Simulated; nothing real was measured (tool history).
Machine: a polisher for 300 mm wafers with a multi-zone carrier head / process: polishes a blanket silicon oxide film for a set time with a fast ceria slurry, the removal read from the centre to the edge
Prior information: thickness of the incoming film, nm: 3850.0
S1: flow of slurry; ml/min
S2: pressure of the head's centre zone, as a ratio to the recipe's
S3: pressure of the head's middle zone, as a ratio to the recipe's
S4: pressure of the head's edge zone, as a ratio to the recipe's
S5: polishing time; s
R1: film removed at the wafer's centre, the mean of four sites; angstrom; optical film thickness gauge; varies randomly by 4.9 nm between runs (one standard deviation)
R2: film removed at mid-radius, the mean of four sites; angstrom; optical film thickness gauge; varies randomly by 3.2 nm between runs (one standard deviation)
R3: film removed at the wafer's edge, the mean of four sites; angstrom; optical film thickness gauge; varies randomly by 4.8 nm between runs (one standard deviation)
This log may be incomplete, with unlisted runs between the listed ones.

| run | hour | S1 | S2 | S3 | S4 | S5 | R1 | R2 | R3 |
|---|---|---|---|---|---|---|---|---|---|
| 1 | 0 | 210 | 1 | 1 | 1 | 39 | 4794.8 | 4712 | 4539.3 |
| 2 | 5.3 | 175 | 1 | 1 | 1 | 39 | 4580.6 | 4590.9 | 4498.9 |
| 3 | 9.6 | 175 | 1 | 1 | 1.07 | 39 | 4591.7 | 4552.1 | 4637.8 |
| 4 | 15.6 | 185 | 1 | 1 | 1.07 | 39 | 4637.1 | 4581.8 | 4665.5 |
| 5 | 23.3 | 195 | 1 | 1 | 1.07 | 39 | 4679.5 | 4648.7 | 4672.1 |
| 6 | 28.1 | 195 | 1 | 0.94 | 1.07 | 39 | 4672.7 | 4384.6 | 4682.3 |
| 7 | 29.5 | 205 | 1 | 0.95 | 1.07 | 39 | 4679.6 | 4471.9 | 4673.9 |

Run 8 has not been measured yet. What should we expect?
| 8 | 33 | 215 | 1.01 | 0.95 | 1.07 | 39 | ? | ? | ? |

{"run 8": {"R1": 4811.1, "R2": 4539.8, "R3": 4821.4}}
